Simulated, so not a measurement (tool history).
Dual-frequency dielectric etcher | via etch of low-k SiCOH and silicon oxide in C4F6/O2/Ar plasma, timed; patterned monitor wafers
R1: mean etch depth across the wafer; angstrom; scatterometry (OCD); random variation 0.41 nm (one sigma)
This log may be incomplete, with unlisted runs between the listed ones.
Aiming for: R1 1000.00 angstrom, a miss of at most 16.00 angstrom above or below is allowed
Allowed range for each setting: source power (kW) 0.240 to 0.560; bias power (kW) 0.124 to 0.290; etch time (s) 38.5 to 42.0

Run 1, day 0.000: source power (kW) 0.400, bias power (kW) 0.207, etch time (s) 42.0. Result: R1 1204.30 angstrom.
Run 2, day 0.267: source power (kW) 0.400, bias power (kW) 0.227, etch time (s) 42.0. Result: R1 1244.50 angstrom.
Run 3, day 0.362: source power (kW) 0.440, bias power (kW) 0.227, etch time (s) 42.0. Result: R1 1334.20 angstrom.
Run 4, day 0.508: source power (kW) 0.440, bias power (kW) 0.240, etch time (s) 42.0. Result: R1 1365.20 angstrom.
Run 5, day 0.846: source power (kW) 0.410, bias power (kW) 0.238, etch time (s) 42.0. Result: R1 1299.10 angstrom.
Run 6, day 0.975: source power (kW) 0.380, bias power (kW) 0.236, etch time (s) 42.0. Result: R1 1242.30 angstrom.
Run 7, day 1.288: source power (kW) 0.360, bias power (kW) 0.233, etch time (s) 42.0. Result: R1 1197.30 angstrom.
Run 8, day 1.354: source power (kW) 0.360, bias power (kW) 0.233, etch time (s) 42.0. Result: R1 1186.20 angstrom.
Run 9, day 1.662: source power (kW) 0.360, bias power (kW) 0.233, etch time (s) 42.0. Result: R1 1184.70 angstrom.
Run 10, day 1.842: source power (kW) 0.360, bias power (kW) 0.233, etch time (s) 42.0. Result: R1 1186.60 angstrom.
Run 11, day 2.179: source power (kW) 0.340, bias power (kW) 0.232, etch time (s) 42.0. Result: R1 1140.50 angstrom.
Run 12, day 2.362: source power (kW) 0.330, bias power (kW) 0.232, etch time (s) 42.0. Result: R1 1112.00 angstrom.
Run 13, day 2.633: source power (kW) 0.320, bias power (kW) 0.232, etch time (s) 42.0. Result: R1 1092.70 angstrom.
Run 14, day 2.942: source power (kW) 0.310, bias power (kW) 0.232, etch time (s) 42.0. Result: R1 1067.80 angstrom.
Run 15, day 3.221: source power (kW) 0.250, bias power (kW) 0.228, etch time (s) 42.0. Result: R1 890.58 angstrom.
Run 16, day 3.504: source power (kW) 0.260, bias power (kW) 0.228, etch time (s) 42.0. Result: R1 922.53 angstrom.
Run 17, day 3.575: source power (kW) 0.270, bias power (kW) 0.228, etch time (s) 42.0. Result: R1 950.00 angstrom.
Run 18, day 3.638: source power (kW) 0.280, bias power (kW) 0.228, etch time (s) 42.0. Result: R1 979.60 angstrom.

Which one of the following 5 next-run settings gets every result inside its allowed miss? There is exactly one.
Run A, day 3.700: source power (kW) 0.280, bias power (kW) 0.221, etch time (s) 42.0. Result: R1 ?.
Run B, day 3.700: source power (kW) 0.290, bias power (kW) 0.231, etch time (s) 41.5. Result: R1 ?.
Run C, day 3.700: source power (kW) 0.280, bias power (kW) 0.231, etch time (s) 41.0. Result: R1 ?.
Run D, day 3.700: source power (kW) 0.280, bias power (kW) 0.228, etch time (s) 41.5. Result: R1 ?.
Run E, day 3.700: source power (kW) 0.270, bias power (kW) 0.252, etch time (s) 41.0. Result: R1 ?.

move      R1
   A  963.53
   B  997.94
   C  958.65
   D  964.91
   E  965.66
A: misses by more than the last run did
B: meets every target
C: misses by more than the last run did
D: misses by more than the last run did
E: misses by more than the last run did
The right move is B.
